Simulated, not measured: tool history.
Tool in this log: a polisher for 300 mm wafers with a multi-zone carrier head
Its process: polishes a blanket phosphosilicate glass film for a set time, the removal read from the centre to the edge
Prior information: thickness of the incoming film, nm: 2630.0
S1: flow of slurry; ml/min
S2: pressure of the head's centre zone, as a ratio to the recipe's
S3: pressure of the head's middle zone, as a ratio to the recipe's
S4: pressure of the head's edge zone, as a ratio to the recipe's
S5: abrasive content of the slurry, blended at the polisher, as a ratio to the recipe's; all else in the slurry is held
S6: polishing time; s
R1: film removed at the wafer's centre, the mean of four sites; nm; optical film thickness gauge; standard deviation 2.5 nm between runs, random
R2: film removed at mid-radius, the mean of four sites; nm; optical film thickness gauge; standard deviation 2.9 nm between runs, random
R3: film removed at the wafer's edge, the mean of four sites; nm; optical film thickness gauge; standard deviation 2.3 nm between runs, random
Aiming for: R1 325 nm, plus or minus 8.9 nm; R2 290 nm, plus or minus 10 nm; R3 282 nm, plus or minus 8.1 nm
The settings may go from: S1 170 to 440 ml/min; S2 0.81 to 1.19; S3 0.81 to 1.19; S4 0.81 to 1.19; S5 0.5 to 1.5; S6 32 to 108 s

| run | hour | S1 | S2 | S3 | S4 | S5 | S6 | R1 | R2 | R3 |
|---|---|---|---|---|---|---|---|---|---|---|
| 1 | 0 | 280 | 1 | 1 | 1 | 1 | 70 | 560.12 | 546.68 | 542.15 |
| 2 | 1.6 | 280 | 1 | 0.99 | 0.98 | 0.95 | 66 | 502.64 | 500.08 | 502.98 |
| 3 | 3.5 | 280 | 1 | 1.07 | 0.98 | 0.95 | 66 | 508.05 | 532.98 | 495.16 |
| 4 | 12.1 | 280 | 1.05 | 1.07 | 0.98 | 0.95 | 66 | 544.68 | 528.12 | 504.36 |
| 5 | 15.1 | 280 | 1.1 | 1.07 | 0.98 | 0.95 | 66 | 562.43 | 531.44 | 495.84 |
| 6 | 21.2 | 280 | 1.11 | 1.06 | 0.96 | 0.9 | 63 | 532.16 | 485.95 | 457.89 |
| 7 | 25.6 | 280 | 1.1 | 1.05 | 0.94 | 0.85 | 61 | 497.22 | 459.2 | 426.44 |
| 8 | 31.9 | 280 | 1.09 | 1.03 | 0.93 | 0.8 | 59 | 460.44 | 424.37 | 404.46 |
| 9 | 39.1 | 280 | 1.09 | 1.02 | 0.92 | 0.75 | 57 | 437.13 | 398.37 | 370.76 |
| 10 | 42.6 | 245 | 0.99 | 0.92 | 0.83 | 0.5 | 56 | 310.05 | 291.18 | 284.57 |
| 11 | 47.4 | 250 | 1 | 0.92 | 0.83 | 0.5 | 56 | 312.65 | 288.66 | 282.83 |

Of the 5 settings listed for the next run, only one would bring every result within its allowed miss of target. Which one?
| A | 52.2 | 170 | 1.06 | 0.95 | 0.83 | 0.5 | 58 | ? | ? | ? |
| B | 52.2 | 325 | 0.98 | 0.96 | 0.89 | 0.5 | 53 | ? | ? | ? |
| C | 52.2 | 225 | 0.96 | 0.9 | 0.87 | 0.55 | 55 | ? | ? | ? |
| D | 52.2 | 240 | 0.99 | 0.95 | 0.89 | 0.5 | 55 | ? | ? | ? |
| E | 52.2 | 255 | 0.98 | 0.92 | 0.88 | 0.55 | 51 | ? | ? | ? |

| move | R1 | R2 | R3 |
|---|---|---|---|
| A | 321.9 | 288.86 | 281.55 |
| B | 299.2 | 289.94 | 282.79 |
| C | 305.46 | 287.62 | 296.14 |
| D | 302.47 | 288.65 | 286.31 |
| E | 294.17 | 275.91 | 279.24 |
A: every result within its allowed miss
B: its largest miss is bigger than the last run's
C: its largest miss is bigger than the last run's
D: its largest miss is bigger than the last run's
E: its largest miss is bigger than the last run's
Move A is the one to make.
